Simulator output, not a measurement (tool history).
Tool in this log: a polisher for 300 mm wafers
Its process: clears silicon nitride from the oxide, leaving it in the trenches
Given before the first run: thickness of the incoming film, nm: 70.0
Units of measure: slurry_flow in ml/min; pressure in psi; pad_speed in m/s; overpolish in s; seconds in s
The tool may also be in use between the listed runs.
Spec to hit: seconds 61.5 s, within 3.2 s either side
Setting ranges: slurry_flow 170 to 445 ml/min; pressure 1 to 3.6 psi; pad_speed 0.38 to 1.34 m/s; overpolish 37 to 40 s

run,hour,slurry_flow,pressure,pad_speed,overpolish,seconds
1,0,285,2.3,0.86,37,90.035
2,0.6,220,2.3,0.86,37,94.245
3,9,220,2.9,0.86,37,75.955
4,12.6,220,2.9,0.86,40,73.78
5,16.7,260,2.9,0.86,40,74.717
6,20.6,260,3.3,0.86,40,67.127
7,28.8,260,3.3,0.86,40,65.328
8,34.2,260,3.3,0.86,40,65.577

Of the 5 settings listed for the next run, only one would bring every result within its allowed miss of target. Which one?
A,39.6,335,3.6,0.82,40,?
B,39.6,245,3.2,0.82,38,?
C,39.6,230,3.5,0.68,37,?
D,39.6,260,3.1,0.84,39,?
E,39.6,310,3.5,0.76,39,?

move,seconds
A,62.192
B,71.249
C,77.038
D,71.403
E,68.338
A: hits every target within its allowed miss
B: its largest miss is bigger than the last run's
C: its largest miss is bigger than the last run's
D: its largest miss is bigger than the last run's
E: its largest miss is bigger than the last run's
A meets every target.
